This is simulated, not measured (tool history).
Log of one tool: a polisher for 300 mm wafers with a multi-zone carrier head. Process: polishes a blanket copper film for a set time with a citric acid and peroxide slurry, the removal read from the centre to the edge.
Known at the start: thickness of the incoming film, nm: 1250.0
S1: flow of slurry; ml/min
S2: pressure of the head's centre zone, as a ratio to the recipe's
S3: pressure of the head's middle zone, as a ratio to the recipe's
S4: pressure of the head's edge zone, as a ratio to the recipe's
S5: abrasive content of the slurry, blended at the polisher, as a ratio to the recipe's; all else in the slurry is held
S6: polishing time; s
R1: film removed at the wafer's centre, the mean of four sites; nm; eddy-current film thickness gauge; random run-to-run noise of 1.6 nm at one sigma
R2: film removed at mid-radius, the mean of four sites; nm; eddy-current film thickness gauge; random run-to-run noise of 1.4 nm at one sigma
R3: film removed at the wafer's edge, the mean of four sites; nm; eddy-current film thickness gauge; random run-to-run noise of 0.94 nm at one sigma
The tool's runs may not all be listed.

| run | day | S1 | S2 | S3 | S4 | S5 | S6 | R1 | R2 | R3 |
|---|---|---|---|---|---|---|---|---|---|---|
| 1 | 0.000 | 140 | 1.00 | 1.00 | 1.00 | 1.00 | 79 | 212.99 | 214.14 | 213.41 |
| 2 | 0.375 | 140 | 1.00 | 1.06 | 1.00 | 1.00 | 79 | 212.86 | 224.31 | 212.00 |
| 3 | 0.683 | 135 | 0.99 | 1.04 | 0.99 | 0.95 | 76 | 200.15 | 211.99 | 199.75 |
| 4 | 1.054 | 130 | 0.98 | 1.02 | 0.99 | 0.90 | 73 | 188.86 | 195.37 | 189.15 |
| 5 | 1.396 | 125 | 0.97 | 1.00 | 0.99 | 0.85 | 71 | 175.54 | 187.91 | 182.46 |
| 6 | 1.658 | 125 | 0.97 | 1.03 | 0.99 | 0.85 | 71 | 173.16 | 188.96 | 181.96 |
| 7 | 2.000 | 120 | 0.97 | 1.01 | 0.99 | 0.80 | 69 | 166.51 | 176.58 | 172.94 |
| 8 | 2.029 | 115 | 0.97 | 1.00 | 0.99 | 0.75 | 67 | 157.35 | 163.28 | 168.62 |
| 9 | 2.146 | 115 | 0.97 | 1.00 | 0.99 | 0.75 | 67 | 159.42 | 165.59 | 164.12 |
| 10 | 2.354 | 110 | 0.96 | 0.99 | 0.99 | 0.70 | 66 | 148.24 | 156.37 | 159.88 |

Run 11 has not been measured yet. What should we expect?
| 11 | 2.717 | 110 | 0.96 | 0.98 | 0.98 | 0.70 | 65 | ? | ? | ? |

R1: 146.78 nm
R2: 156.55 nm
R3: 156.47 nm
